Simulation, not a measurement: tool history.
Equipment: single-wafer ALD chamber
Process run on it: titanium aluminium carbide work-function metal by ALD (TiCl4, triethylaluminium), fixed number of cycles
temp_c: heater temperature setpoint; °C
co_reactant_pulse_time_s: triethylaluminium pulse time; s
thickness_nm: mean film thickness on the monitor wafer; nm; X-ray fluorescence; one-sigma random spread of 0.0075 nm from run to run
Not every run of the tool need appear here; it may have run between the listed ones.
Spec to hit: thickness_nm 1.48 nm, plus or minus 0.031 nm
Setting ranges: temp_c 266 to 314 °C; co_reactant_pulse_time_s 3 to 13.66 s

{"run": 1, "hour": 0.0, "temp_c": 290, "co_reactant_pulse_time_s": 8.33, "thickness_nm": 1.7674}
{"run": 2, "hour": 8.3, "temp_c": 299, "co_reactant_pulse_time_s": 8.33, "thickness_nm": 1.8375}
{"run": 3, "hour": 11.2, "temp_c": 303, "co_reactant_pulse_time_s": 8.33, "thickness_nm": 1.8739}
{"run": 4, "hour": 14.4, "temp_c": 299, "co_reactant_pulse_time_s": 7.69, "thickness_nm": 1.8134}
{"run": 5, "hour": 21.5, "temp_c": 295, "co_reactant_pulse_time_s": 7.14, "thickness_nm": 1.7567}
{"run": 6, "hour": 28.3, "temp_c": 292, "co_reactant_pulse_time_s": 6.71, "thickness_nm": 1.7119}
{"run": 7, "hour": 34.5, "temp_c": 289, "co_reactant_pulse_time_s": 6.39, "thickness_nm": 1.6958}
{"run": 8, "hour": 37.8, "temp_c": 286, "co_reactant_pulse_time_s": 5.95, "thickness_nm": 1.6302}
{"run": 9, "hour": 44.7, "temp_c": 284, "co_reactant_pulse_time_s": 5.8, "thickness_nm": 1.6049}
{"run": 10, "hour": 47.4, "temp_c": 282, "co_reactant_pulse_time_s": 5.69, "thickness_nm": 1.5947}
{"run": 11, "hour": 53.3, "temp_c": 270, "co_reactant_pulse_time_s": 3.84, "thickness_nm": 1.3493}
{"run": 12, "hour": 61.3, "temp_c": 271, "co_reactant_pulse_time_s": 3.9, "thickness_nm": 1.3748}
{"run": 13, "hour": 67.6, "temp_c": 272, "co_reactant_pulse_time_s": 3.95, "thickness_nm": 1.3919}
{"run": 14, "hour": 68.7, "temp_c": 273, "co_reactant_pulse_time_s": 3.99, "thickness_nm": 1.3842}
{"run": 15, "hour": 69.6, "temp_c": 274, "co_reactant_pulse_time_s": 4.04, "thickness_nm": 1.3855}
{"run": 16, "hour": 73.9, "temp_c": 275, "co_reactant_pulse_time_s": 4.09, "thickness_nm": 1.4044}
{"run": 17, "hour": 74.9, "temp_c": 276, "co_reactant_pulse_time_s": 4.13, "thickness_nm": 1.4055}
{"run": 18, "hour": 83.2, "temp_c": 277, "co_reactant_pulse_time_s": 4.19, "thickness_nm": 1.4302}
{"run": 19, "hour": 84.0, "temp_c": 278, "co_reactant_pulse_time_s": 4.22, "thickness_nm": 1.4463}
{"run": 20, "hour": 88.8, "temp_c": 278, "co_reactant_pulse_time_s": 4.24, "thickness_nm": 1.4377}

4 candidate next runs follow, results not yet known. Just one meets every target within its allowed miss. Identify it.
{"run": "A", "hour": 93.6, "temp_c": 271, "co_reactant_pulse_time_s": 4.45, "thickness_nm": "?"}
{"run": "B", "hour": 93.6, "temp_c": 280, "co_reactant_pulse_time_s": 3.93, "thickness_nm": "?"}
{"run": "C", "hour": 93.6, "temp_c": 272, "co_reactant_pulse_time_s": 5.28, "thickness_nm": "?"}
{"run": "D", "hour": 93.6, "temp_c": 277, "co_reactant_pulse_time_s": 3.95, "thickness_nm": "?"}

move=A thickness_nm=1.4061
move=B thickness_nm=1.4179
move=C thickness_nm=1.4752
move=D thickness_nm=1.4002
A: its largest miss is bigger than the last run's
B: its largest miss is bigger than the last run's
C: meets every target
D: its largest miss is bigger than the last run's
Move C is the one to make.

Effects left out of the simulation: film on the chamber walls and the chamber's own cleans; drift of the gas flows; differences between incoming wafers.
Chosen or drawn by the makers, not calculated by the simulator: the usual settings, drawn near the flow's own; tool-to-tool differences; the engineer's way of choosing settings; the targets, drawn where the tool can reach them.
